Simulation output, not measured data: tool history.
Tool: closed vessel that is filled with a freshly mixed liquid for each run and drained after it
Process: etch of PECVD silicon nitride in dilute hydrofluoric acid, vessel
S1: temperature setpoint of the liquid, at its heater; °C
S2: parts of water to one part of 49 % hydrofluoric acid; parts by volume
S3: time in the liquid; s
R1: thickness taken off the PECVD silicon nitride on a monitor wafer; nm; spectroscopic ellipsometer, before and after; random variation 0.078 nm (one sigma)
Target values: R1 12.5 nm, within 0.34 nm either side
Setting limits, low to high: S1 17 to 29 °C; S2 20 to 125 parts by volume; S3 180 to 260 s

run	hour	S1	S2	S3	R1
1	0	21	70	260	9.7304
2	8.4	19.5	70	260	8.7007
3	17.9	19.5	70	180	5.9948
4	21.8	21	70	180	6.6032
5	30.1	19.5	70	180	6.0546
6	33.7	19.5	70	260	8.6597
7	42	21.5	70	260	9.9452
8	45.3	22	70	260	10.283
9	47.9	22.5	70	260	10.655
10	52.4	23	70	260	10.993
11	60.3	23.5	70	260	11.408
12	65.5	24	70	260	11.726

Of the 5 settings listed for the next run, only one would bring every result within its allowed miss of target. Which one?
A	70.7	24	65	240	?
B	70.7	23	55	220	?
C	70.7	24.5	65	230	?
D	70.7	24.5	60	210	?
E	70.7	24	60	235	?

move	R1
A	11.726
B	11.837
C	11.619
D	11.477
E	12.42
A: roughly where the last run was
B: closes in on the targets versus the last run, not all within tolerance yet
C: its largest miss is bigger than the last run's
D: its largest miss is bigger than the last run's
E: all results land within tolerance of their targets
Correct choice: E, which meets every target

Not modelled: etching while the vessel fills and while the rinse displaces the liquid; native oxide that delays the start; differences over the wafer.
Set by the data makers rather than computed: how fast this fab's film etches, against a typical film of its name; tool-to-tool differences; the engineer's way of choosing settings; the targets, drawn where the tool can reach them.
